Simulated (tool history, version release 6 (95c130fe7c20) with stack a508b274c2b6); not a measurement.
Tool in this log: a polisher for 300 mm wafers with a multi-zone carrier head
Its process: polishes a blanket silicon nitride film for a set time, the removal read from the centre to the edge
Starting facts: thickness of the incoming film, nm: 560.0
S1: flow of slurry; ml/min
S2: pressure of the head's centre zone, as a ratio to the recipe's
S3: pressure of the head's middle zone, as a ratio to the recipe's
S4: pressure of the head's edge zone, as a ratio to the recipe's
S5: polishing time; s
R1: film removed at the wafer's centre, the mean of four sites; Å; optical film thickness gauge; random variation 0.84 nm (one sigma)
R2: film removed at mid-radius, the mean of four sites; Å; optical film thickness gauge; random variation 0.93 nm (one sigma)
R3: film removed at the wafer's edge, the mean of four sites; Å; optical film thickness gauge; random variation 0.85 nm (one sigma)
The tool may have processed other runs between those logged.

run 1 hour=0.0 | S1=275 S2=1.00 S3=1.00 S4=1.00 S5=75 | R1=1193.80 R2=1156.40 R3=1208.90
run 2 hour=6.7 | S1=275 S2=1.00 S3=1.08 S4=1.00 S5=75 | R1=1195.10 R2=1227.20 R3=1236.10
run 3 hour=9.6 | S1=275 S2=1.06 S3=1.08 S4=1.00 S5=75 | R1=1283.00 R2=1231.90 R3=1213.10
run 4 hour=11.1 | S1=275 S2=1.06 S3=1.08 S4=1.00 S5=62 | R1=1044.20 R2=1015.50 R3=1005.70
run 5 hour=15.3 | S1=275 S2=1.04 S3=1.08 S4=0.96 S5=59 | R1=953.84 R2=988.49 R3=931.89
run 6 hour=22.0 | S1=275 S2=1.04 S3=1.08 S4=0.89 S5=59 | R1=980.15 R2=968.00 R3=905.33
run 7 hour=27.1 | S1=260 S2=0.94 S3=1.08 S4=0.84 S5=50 | R1=754.16 R2=823.95 R3=744.37
run 8 hour=32.1 | S1=260 S2=0.94 S3=1.08 S4=0.84 S5=50 | R1=740.58 R2=821.37 R3=743.94
run 9 hour=38.3 | S1=275 S2=0.95 S3=1.08 S4=0.86 S5=50 | R1=766.47 R2=816.38 R3=761.89

Run 10, settings as shown, results not yet in. Your forecast:
run 10 hour=44.0 | S1=275 S2=0.96 S3=1.09 S4=0.87 S5=50 | R1=? R2=? R3=?

R1: 769.32 Å
R2: 818.21 Å
R3: 754.77 Å

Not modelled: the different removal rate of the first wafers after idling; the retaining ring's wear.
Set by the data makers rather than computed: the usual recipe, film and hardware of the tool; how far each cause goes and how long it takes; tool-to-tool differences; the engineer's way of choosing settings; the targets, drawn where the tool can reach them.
